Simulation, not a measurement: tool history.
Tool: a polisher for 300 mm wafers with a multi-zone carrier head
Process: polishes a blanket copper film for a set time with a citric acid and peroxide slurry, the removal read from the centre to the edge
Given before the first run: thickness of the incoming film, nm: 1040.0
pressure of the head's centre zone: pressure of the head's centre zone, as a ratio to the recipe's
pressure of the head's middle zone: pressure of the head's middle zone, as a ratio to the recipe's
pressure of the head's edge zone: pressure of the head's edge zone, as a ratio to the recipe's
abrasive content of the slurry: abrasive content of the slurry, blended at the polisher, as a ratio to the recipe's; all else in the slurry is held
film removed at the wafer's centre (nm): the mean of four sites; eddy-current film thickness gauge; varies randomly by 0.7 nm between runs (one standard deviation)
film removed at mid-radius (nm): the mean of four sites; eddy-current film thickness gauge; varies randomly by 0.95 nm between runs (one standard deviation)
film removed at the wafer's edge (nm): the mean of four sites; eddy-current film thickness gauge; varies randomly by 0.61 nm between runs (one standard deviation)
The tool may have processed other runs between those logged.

run,hour,flow of slurry (ml/min),pressure of the head's centre zone,pressure of the head's middle zone,pressure of the head's edge zone,abrasive content of the slurry,polishing time (s),film removed at the wafer's centre (nm),film removed at mid-radius (nm),film removed at the wafer's edge (nm)
1,0.0,130,1.00,1.00,1.00,1.00,57,141.530,138.520,146.370
2,6.3,125,0.99,1.00,0.98,0.95,54,130.130,131.090,134.220
3,8.2,125,0.99,1.00,1.03,0.95,54,128.190,128.810,136.830
4,9.8,140,0.99,1.00,1.03,0.95,54,133.430,131.920,140.530
5,13.1,140,0.95,1.00,1.03,0.95,54,128.080,131.000,137.790
6,16.4,140,0.95,1.00,1.03,0.95,45,106.710,110.170,114.820
7,18.4,135,0.94,0.99,1.01,0.90,44,99.036,103.320,109.490
8,24.3,135,0.94,0.99,0.99,0.85,43,95.442,100.610,105.280
9,28.4,135,0.94,0.99,0.97,0.80,42,91.358,94.181,98.610
10,37.2,135,0.93,0.99,0.95,0.75,42,88.232,91.923,94.571
11,42.8,135,0.93,0.99,0.95,0.75,42,87.304,95.578,94.759
12,49.6,135,0.92,0.98,0.94,0.75,42,87.094,93.974,96.331
13,53.1,100,0.90,1.00,0.86,0.50,37,61.604,65.930,65.851
14,60.0,105,0.90,1.00,0.87,0.50,37,60.926,67.649,67.083
15,65.9,110,0.90,0.99,0.88,0.50,37,63.346,68.204,68.011

Run 16 has not been measured yet. What should we expect?
16,69.6,115,0.90,0.99,0.89,0.50,37,?,?,?

film removed at the wafer's centre (nm): 61.515
film removed at mid-radius (nm): 68.986
film removed at the wafer's edge (nm): 68.952

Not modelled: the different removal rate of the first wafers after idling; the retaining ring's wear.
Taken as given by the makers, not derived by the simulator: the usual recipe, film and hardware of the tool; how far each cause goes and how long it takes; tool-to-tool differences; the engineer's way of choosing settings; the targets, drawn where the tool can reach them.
